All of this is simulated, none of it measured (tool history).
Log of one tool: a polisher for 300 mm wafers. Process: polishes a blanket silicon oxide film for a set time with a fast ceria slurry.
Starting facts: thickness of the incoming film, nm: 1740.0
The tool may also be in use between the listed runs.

| run | day | flow of slurry (ml/min) | pressure of the wafer on the pad (kPa) | speed of the pad under the wafer (m/s) | polishing time (s) | film removed (angstrom) |
|---|---|---|---|---|---|---|
| 1 | 0.000 | 155 | 13.1 | 0.76 | 108 | 9828.2 |
| 2 | 0.054 | 150 | 12.4 | 0.76 | 108 | 9497.9 |
| 3 | 0.192 | 180 | 12.4 | 0.76 | 108 | 9864.1 |
| 4 | 0.517 | 180 | 13.8 | 0.76 | 108 | 10642.0 |
| 5 | 0.892 | 175 | 12.4 | 0.76 | 108 | 9706.7 |
| 6 | 1.092 | 170 | 11.7 | 0.76 | 108 | 9438.9 |
| 7 | 1.208 | 170 | 7.6 | 0.74 | 108 | 6449.9 |

Run 8 comes next. What will it give?
| 8 | 1.512 | 175 | 7.6 | 0.74 | 108 | ? |

{"run 8": {"film removed (angstrom)": 6574.2}}
